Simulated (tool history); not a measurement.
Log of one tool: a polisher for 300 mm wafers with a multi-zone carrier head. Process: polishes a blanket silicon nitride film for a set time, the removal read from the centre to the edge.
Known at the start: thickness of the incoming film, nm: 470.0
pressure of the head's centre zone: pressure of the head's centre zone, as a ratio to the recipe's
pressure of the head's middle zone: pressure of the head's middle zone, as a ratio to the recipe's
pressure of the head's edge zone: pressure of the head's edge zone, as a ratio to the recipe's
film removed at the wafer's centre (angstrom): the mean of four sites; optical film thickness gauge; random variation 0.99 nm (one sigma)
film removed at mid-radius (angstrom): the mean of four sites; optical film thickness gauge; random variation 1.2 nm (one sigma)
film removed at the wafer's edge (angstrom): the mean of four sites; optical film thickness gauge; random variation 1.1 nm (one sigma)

run,day,flow of slurry (ml/min),pressure of the head's centre zone,pressure of the head's middle zone,pressure of the head's edge zone,polishing time (s),film removed at the wafer's centre (angstrom),film removed at mid-radius (angstrom),film removed at the wafer's edge (angstrom)
1,0.000,295,1.00,1.00,1.00,59,1843.2,1914.4,1793.8
2,0.158,295,1.00,0.93,1.00,59,1843.4,1813.9,1784.5
3,0.217,280,1.00,0.89,1.02,52,1609.1,1531.8,1595.9
4,0.362,280,1.04,0.89,1.02,52,1656.5,1520.0,1586.6
5,0.400,265,1.03,0.87,1.02,48,1526.1,1350.5,1434.0
6,0.596,245,1.01,0.85,1.02,46,1420.5,1273.3,1393.9
7,0.850,230,1.00,0.84,1.01,45,1330.0,1193.3,1350.0
8,1.192,230,1.00,0.84,1.01,45,1353.0,1222.4,1336.7
9,1.417,230,1.00,0.84,1.01,45,1355.6,1218.6,1333.6
10,1.600,215,1.00,0.83,1.01,45,1339.8,1177.2,1329.8

Forecast run 11:
# day 1.900: edge zone pressure recalibrated
11,1.900,205,0.99,0.83,0.99,45,?,?,?

Run 11 gave film removed at the wafer's centre (angstrom) 1305.9, film removed at mid-radius (angstrom) 1178.6, film removed at the wafer's edge (angstrom) 1382.3.

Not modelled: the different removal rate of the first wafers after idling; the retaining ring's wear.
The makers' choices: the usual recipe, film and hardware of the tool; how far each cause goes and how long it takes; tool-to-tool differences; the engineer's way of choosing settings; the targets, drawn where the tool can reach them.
